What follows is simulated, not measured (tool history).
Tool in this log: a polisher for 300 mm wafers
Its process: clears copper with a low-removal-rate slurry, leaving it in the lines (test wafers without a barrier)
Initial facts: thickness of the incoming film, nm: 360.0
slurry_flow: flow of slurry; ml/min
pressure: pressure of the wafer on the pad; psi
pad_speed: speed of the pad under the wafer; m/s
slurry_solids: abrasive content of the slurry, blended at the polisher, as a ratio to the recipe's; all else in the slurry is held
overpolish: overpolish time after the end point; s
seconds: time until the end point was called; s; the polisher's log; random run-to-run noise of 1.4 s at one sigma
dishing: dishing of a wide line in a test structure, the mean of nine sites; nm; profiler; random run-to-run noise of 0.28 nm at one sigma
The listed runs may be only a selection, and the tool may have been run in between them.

run  hour  slurry_flow  pressure  pad_speed  slurry_solids  overpolish  seconds  dishing
  1   0.0          155       2.5       1.20           1.00          27   152.57   16.249
  2   8.4          155       2.5       1.44           1.00          27   125.86   16.498
  3  12.2          155       2.0       1.44           1.00          27   150.13   16.649
  4  13.5          135       2.0       1.44           1.00          27   157.07   16.211
  5  18.2          135       2.0       1.16           1.00          27   193.84   15.375
  6  21.2          135       2.0       1.16           1.15          27   191.20   15.189

The next listed run, before its measurement:
  7  21.9          130       2.1       1.16           1.20          25        ?        ?

{"run 7": {"seconds": 181.88, "dishing": 15.075}}

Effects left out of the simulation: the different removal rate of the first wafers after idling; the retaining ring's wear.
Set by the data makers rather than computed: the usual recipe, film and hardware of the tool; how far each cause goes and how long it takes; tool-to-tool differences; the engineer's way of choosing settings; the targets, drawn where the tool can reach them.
